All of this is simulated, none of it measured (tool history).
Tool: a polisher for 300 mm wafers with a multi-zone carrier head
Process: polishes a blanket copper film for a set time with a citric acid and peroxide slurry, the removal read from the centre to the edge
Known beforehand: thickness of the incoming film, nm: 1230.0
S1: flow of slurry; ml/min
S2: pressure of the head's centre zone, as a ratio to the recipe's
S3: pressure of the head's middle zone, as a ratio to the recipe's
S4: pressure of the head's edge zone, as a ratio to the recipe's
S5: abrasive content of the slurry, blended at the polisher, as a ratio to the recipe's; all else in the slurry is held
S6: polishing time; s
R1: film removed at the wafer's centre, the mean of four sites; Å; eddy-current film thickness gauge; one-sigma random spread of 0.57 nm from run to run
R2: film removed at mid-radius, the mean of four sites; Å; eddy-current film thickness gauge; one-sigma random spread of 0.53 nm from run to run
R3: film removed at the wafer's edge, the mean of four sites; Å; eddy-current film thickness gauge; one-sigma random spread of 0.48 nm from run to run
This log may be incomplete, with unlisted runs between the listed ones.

| run | hour | S1 | S2 | S3 | S4 | S5 | S6 | R1 | R2 | R3 |
|---|---|---|---|---|---|---|---|---|---|---|
| 1 | 0.0 | 140 | 1.00 | 1.00 | 1.00 | 1.00 | 44 | 705.93 | 706.81 | 755.09 |
| 2 | 2.6 | 140 | 1.00 | 1.00 | 0.94 | 1.00 | 44 | 718.97 | 718.69 | 737.77 |
| 3 | 8.2 | 140 | 1.01 | 0.98 | 0.95 | 1.00 | 44 | 718.18 | 690.35 | 740.29 |
| 4 | 13.0 | 140 | 1.01 | 0.98 | 0.95 | 1.20 | 44 | 747.82 | 724.38 | 770.28 |
| 5 | 20.4 | 140 | 1.01 | 0.98 | 0.95 | 1.35 | 44 | 770.96 | 750.35 | 789.13 |
| 6 | 21.3 | 135 | 1.02 | 0.96 | 0.95 | 1.35 | 44 | 776.01 | 723.04 | 778.08 |
| 7 | 24.2 | 135 | 1.02 | 0.96 | 0.95 | 1.35 | 44 | 766.49 | 721.98 | 792.03 |
|  | 29.9 | slurry nozzle cleaned |
| 8 | 29.9 | 130 | 1.03 | 0.95 | 0.94 | 1.35 | 44 | 852.12 | 785.55 | 824.95 |

What will run 9 give?
| 9 | 37.5 | 140 | 1.04 | 0.94 | 0.95 | 1.30 | 44 | ? | ? | ? |

Run 9 produced R1 861.46 Å, R2 787.79 Å, R3 836.54 Å.
